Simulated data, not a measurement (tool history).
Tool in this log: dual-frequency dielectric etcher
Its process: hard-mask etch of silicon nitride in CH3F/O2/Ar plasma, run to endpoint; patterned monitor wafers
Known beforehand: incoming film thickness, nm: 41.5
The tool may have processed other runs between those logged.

run 1 hour=0 | source_power_(kW)=0.28 bias_power_(kW)=0.078 | endpoint_time_(s)=66.865
run 2 hour=2.8 | source_power_(kW)=0.23 bias_power_(kW)=0.078 | endpoint_time_(s)=71.279
run 3 hour=3.9 | source_power_(kW)=0.25 bias_power_(kW)=0.08 | endpoint_time_(s)=68.637
run 4 hour=11.9 | source_power_(kW)=0.28 bias_power_(kW)=0.08 | endpoint_time_(s)=66.335
run 5 hour=12.6 | source_power_(kW)=0.31 bias_power_(kW)=0.08 | endpoint_time_(s)=63.115
run 6 hour=16.4 | source_power_(kW)=0.31 bias_power_(kW)=0.068 | endpoint_time_(s)=67.989
run 7 hour=20.8 | source_power_(kW)=0.32 bias_power_(kW)=0.07 | endpoint_time_(s)=66.698
run 8 hour=21.9 | source_power_(kW)=0.32 bias_power_(kW)=0.07 | endpoint_time_(s)=66.925

Run 9, settings as shown, results not yet in. Your forecast:
run 9 hour=26.5 | source_power_(kW)=0.33 bias_power_(kW)=0.072 | endpoint_time_(s)=?

endpoint time (s): 64.933

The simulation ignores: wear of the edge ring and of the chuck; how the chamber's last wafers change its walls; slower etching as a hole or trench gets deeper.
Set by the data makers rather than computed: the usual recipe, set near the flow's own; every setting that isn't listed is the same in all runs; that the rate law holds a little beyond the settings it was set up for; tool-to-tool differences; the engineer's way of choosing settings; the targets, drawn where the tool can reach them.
